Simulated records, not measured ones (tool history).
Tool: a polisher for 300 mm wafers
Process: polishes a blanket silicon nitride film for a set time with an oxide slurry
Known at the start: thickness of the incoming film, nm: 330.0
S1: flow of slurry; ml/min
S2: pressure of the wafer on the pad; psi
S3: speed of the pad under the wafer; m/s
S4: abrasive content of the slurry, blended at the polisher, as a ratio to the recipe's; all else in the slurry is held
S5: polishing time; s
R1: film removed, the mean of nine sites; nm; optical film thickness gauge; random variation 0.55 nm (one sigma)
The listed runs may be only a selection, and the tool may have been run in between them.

run 1 hour=0.0 | S1=145 S2=3.4 S3=0.98 S4=1.0 S5=65 | R1=32.058
run 2 hour=1.7 | S1=165 S2=3.4 S3=0.98 S4=1.0 S5=65 | R1=32.559
run 3 hour=4.9 | S1=165 S2=3.6 S3=0.98 S4=1.0 S5=65 | R1=33.835
run 4 hour=6.5 | S1=165 S2=3.8 S3=1.00 S4=1.0 S5=65 | R1=35.849
run 5 hour=9.5 | S1=165 S2=4.0 S3=1.02 S4=1.0 S5=65 | R1=37.354
run 6 hour=17.6 | S1=165 S2=4.2 S3=1.04 S4=1.0 S5=65 | R1=39.767
-- hour=22.7 slurry blender recalibrated
run 7 hour=22.7 | S1=165 S2=4.3 S3=1.06 S4=1.0 S5=65 | R1=46.773
run 8 hour=31.6 | S1=185 S2=4.7 S3=1.06 S4=1.0 S5=65 | R1=50.714
run 9 hour=36.6 | S1=190 S2=4.9 S3=1.06 S4=1.0 S5=65 | R1=52.706

What will run 10 give?
run 10 hour=40.8 | S1=190 S2=5.0 S3=1.06 S4=1.0 S5=65 | R1=?

Run 10 yielded R1 52.790 nm.
